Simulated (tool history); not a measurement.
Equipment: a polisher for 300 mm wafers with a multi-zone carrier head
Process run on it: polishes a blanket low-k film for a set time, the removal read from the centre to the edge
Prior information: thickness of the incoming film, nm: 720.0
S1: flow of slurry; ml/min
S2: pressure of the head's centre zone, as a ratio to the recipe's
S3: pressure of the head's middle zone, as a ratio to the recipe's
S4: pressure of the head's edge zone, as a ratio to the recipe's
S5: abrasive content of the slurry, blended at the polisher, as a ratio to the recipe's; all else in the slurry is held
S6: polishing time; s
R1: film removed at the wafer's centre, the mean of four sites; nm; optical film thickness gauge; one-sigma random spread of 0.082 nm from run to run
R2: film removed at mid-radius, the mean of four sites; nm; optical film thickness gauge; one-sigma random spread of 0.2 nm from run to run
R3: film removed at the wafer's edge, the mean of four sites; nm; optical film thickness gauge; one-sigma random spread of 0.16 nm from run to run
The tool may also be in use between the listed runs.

Run 1, hour 0: S1 200 ml/min, S2 1, S3 1, S4 1, S5 1, S6 71 s. Result: R1 23.96 nm, R2 23.914 nm, R3 23.442 nm.
Run 2, hour 6.7: S1 200 ml/min, S2 1, S3 1, S4 1, S5 1.2, S6 71 s. Result: R1 25.461 nm, R2 25.79 nm, R3 25.462 nm.
Run 3, hour 11.5: S1 200 ml/min, S2 1.04, S3 1, S4 1, S5 1.2, S6 71 s. Result: R1 26.748 nm, R2 25.728 nm, R3 25.778 nm.
Run 4, hour 14.6: S1 200 ml/min, S2 1.01, S3 1, S4 1, S5 1.2, S6 71 s. Result: R1 25.914 nm, R2 25.637 nm, R3 25.943 nm.
Run 5, hour 17.7: S1 190 ml/min, S2 0.97, S3 0.99, S4 0.97, S5 1.05, S6 67 s. Result: R1 22.098 nm, R2 23.008 nm, R3 22.735 nm.
Run 6, hour 20.8: S1 200 ml/min, S2 0.96, S3 1, S4 0.96, S5 0.9, S6 61 s. Result: R1 18.692 nm, R2 19.116 nm, R3 18.923 nm.

Run 7 is up next; what results do you expect?
Run 7, hour 25.8: S1 205 ml/min, S2 0.94, S3 1.02, S4 0.94, S5 0.8, S6 59 s. Result: R1 ?, R2 ?, R3 ?.

{"run 7": {"R1": 16.789, "R2": 18.383, "R3": 17.386}}
